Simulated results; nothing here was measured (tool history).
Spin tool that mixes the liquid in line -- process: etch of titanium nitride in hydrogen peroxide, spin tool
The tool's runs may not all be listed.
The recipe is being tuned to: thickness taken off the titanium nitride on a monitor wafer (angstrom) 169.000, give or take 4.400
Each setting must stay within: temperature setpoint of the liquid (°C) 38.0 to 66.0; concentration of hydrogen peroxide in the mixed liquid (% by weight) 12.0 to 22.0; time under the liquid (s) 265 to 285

run  hour  temperature setpoint of the liquid (°C)  concentration of hydrogen peroxide in the mixed liquid (% by weight)  time under the liquid (s)  thickness taken off the titanium nitride on a monitor wafer (angstrom)
  1   0.0                                     54.0                                                                  15.0                        265                                                                 126.280
  2   1.9                                     49.0                                                                  15.0                        265                                                                  86.702
  3  10.1                                     49.0                                                                  15.0                        285                                                                  94.363
  4  16.7                                     49.0                                                                  15.0                        285                                                                  94.604
  5  20.7                                     42.5                                                                  15.0                        285                                                                  57.502
  6  22.0                                     42.5                                                                  17.5                        285                                                                  59.557
  7  27.3                                     50.5                                                                  18.0                        285                                                                 108.410
  8  33.1                                     52.0                                                                  18.0                        285                                                                 121.540
  9  40.7                                     57.5                                                                  18.0                        285                                                                 178.470

Which single option among these 4 for the next run brings every result within its allowed miss of target? Just one does.
  A  48.3                                     59.5                                                                  14.5                        280                                                                       ?
  B  48.3                                     56.5                                                                  19.0                        285                                                                       ?
  C  48.3                                     58.5                                                                  17.5                        280                                                                       ?
  D  48.3                                     58.0                                                                  21.0                        280                                                                       ?

move  thickness taken off the titanium nitride on a monitor wafer (angstrom)
   A                                                                 191.170
   B                                                                 167.620
   C                                                                 185.770
   D                                                                 186.630
A: its largest miss is bigger than the last run's
B: hits every target within its allowed miss
C: its largest miss is bigger than the last run's
D: its largest miss is bigger than the last run's
Go with B: it meets all targets.
